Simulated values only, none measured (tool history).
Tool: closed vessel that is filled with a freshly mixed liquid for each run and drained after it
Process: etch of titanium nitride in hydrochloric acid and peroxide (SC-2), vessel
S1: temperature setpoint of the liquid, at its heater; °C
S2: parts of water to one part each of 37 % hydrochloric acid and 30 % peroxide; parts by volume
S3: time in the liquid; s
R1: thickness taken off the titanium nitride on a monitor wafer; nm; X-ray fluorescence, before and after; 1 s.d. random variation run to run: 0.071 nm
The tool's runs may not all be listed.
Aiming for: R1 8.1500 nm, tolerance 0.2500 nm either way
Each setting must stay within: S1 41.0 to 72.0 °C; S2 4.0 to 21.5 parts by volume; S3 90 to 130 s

run 1 day=0.000 | S1=57.0 S2=12.0 S3=130 | R1=4.4880
run 2 day=0.067 | S1=53.0 S2=12.0 S3=130 | R1=3.5365
run 3 day=0.421 | S1=49.5 S2=12.0 S3=130 | R1=2.8310
run 4 day=0.796 | S1=54.5 S2=12.0 S3=130 | R1=3.8455
run 5 day=1.021 | S1=58.0 S2=12.0 S3=130 | R1=4.8064
run 6 day=1.400 | S1=58.0 S2=12.0 S3=90 | R1=3.4270
run 7 day=1.504 | S1=62.0 S2=11.0 S3=90 | R1=4.6972
run 8 day=1.838 | S1=65.0 S2=10.5 S3=90 | R1=5.7760
run 9 day=1.938 | S1=67.0 S2=10.5 S3=90 | R1=6.6961

Pick the move, out of 5, that brings all results within their allowed miss; only one does.
run A day=2.038 | S1=60.5 S2=8.0 S3=120 | R1=?
run B day=2.038 | S1=64.5 S2=9.0 S3=120 | R1=?
run C day=2.038 | S1=67.0 S2=12.5 S3=130 | R1=?
run D day=2.038 | S1=69.0 S2=13.0 S3=125 | R1=?
run E day=2.038 | S1=68.0 S2=9.5 S3=105 | R1=?

move=A R1=7.4450
move=B R1=8.6664
move=C R1=8.2880
move=D R1=8.6827
move=E R1=8.9624
A: closes in on the targets versus the last run, not all within tolerance yet
B: moves the result that the last run missed by most past its target, out the other side
C: every result within its allowed miss
D: moves the result that the last run missed by most past its target, out the other side
E: moves the result that the last run missed by most past its target, out the other side
The move that meets every target is C.
